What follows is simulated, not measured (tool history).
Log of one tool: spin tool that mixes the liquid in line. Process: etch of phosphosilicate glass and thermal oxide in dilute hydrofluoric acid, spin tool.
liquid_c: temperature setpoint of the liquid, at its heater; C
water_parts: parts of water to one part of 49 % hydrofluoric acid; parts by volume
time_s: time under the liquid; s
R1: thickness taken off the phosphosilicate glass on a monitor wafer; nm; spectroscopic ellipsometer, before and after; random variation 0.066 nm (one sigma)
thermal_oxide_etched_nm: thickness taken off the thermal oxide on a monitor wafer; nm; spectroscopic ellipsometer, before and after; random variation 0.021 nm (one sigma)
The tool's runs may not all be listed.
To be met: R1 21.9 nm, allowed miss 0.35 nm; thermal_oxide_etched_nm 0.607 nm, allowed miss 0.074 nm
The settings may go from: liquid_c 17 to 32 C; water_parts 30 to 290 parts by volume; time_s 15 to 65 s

Run 1, day 0: liquid_c 24 C, water_parts 160 parts by volume, time_s 35 s. Result: R1 36.039 nm, thermal_oxide_etched_nm 0.999 nm.
Run 2, day 0.321: liquid_c 24 C, water_parts 205 parts by volume, time_s 35 s. Result: R1 26.696 nm, thermal_oxide_etched_nm 0.77417 nm.
Run 3, day 0.512: liquid_c 27.5 C, water_parts 205 parts by volume, time_s 35 s. Result: R1 30.405 nm, thermal_oxide_etched_nm 0.8189 nm.
Run 4, day 0.604: liquid_c 27.5 C, water_parts 170 parts by volume, time_s 35 s. Result: R1 38.167 nm, thermal_oxide_etched_nm 1.0594 nm.
Run 5, day 0.971: liquid_c 30 C, water_parts 170 parts by volume, time_s 35 s. Result: R1 41.758 nm, thermal_oxide_etched_nm 1.1686 nm.
Run 6, day 1.021: liquid_c 27.5 C, water_parts 175 parts by volume, time_s 35 s. Result: R1 37.032 nm, thermal_oxide_etched_nm 0.9624 nm.
Run 7, day 1.179: liquid_c 23.5 C, water_parts 220 parts by volume, time_s 35 s. Result: R1 23.907 nm, thermal_oxide_etched_nm 0.68084 nm.
Run 8, day 1.504: liquid_c 23 C, water_parts 220 parts by volume, time_s 35 s. Result: R1 23.601 nm, thermal_oxide_etched_nm 0.63338 nm.
Run 9, day 1.808: liquid_c 22.5 C, water_parts 220 parts by volume, time_s 35 s. Result: R1 23.194 nm, thermal_oxide_etched_nm 0.61393 nm.
Run 10, day 2.129: liquid_c 22 C, water_parts 220 parts by volume, time_s 35 s. Result: R1 22.773 nm, thermal_oxide_etched_nm 0.65744 nm.

4 next moves are on the table. One of them brings every result within its allowed miss. Which?
Run A, day 2.45: liquid_c 32 C, water_parts 210 parts by volume, time_s 25 s. Result: R1 ?, thermal_oxide_etched_nm ?.
Run B, day 2.45: liquid_c 27.5 C, water_parts 230 parts by volume, time_s 30 s. Result: R1 ?, thermal_oxide_etched_nm ?.
Run C, day 2.45: liquid_c 23 C, water_parts 260 parts by volume, time_s 40 s. Result: R1 ?, thermal_oxide_etched_nm ?.
Run D, day 2.45: liquid_c 32 C, water_parts 290 parts by volume, time_s 35 s. Result: R1 ?, thermal_oxide_etched_nm ?.

move      R1  thermal_oxide_etched_nm
   A  24.563                  0.66686
   B  22.534                  0.61179
   C   21.96                   0.5962
   D   22.61                  0.61385
A: further off than the last run
B: nearer than the last run, and not there yet
C: meets every target
D: nearer than the last run, and not there yet
Move C is the one to make.
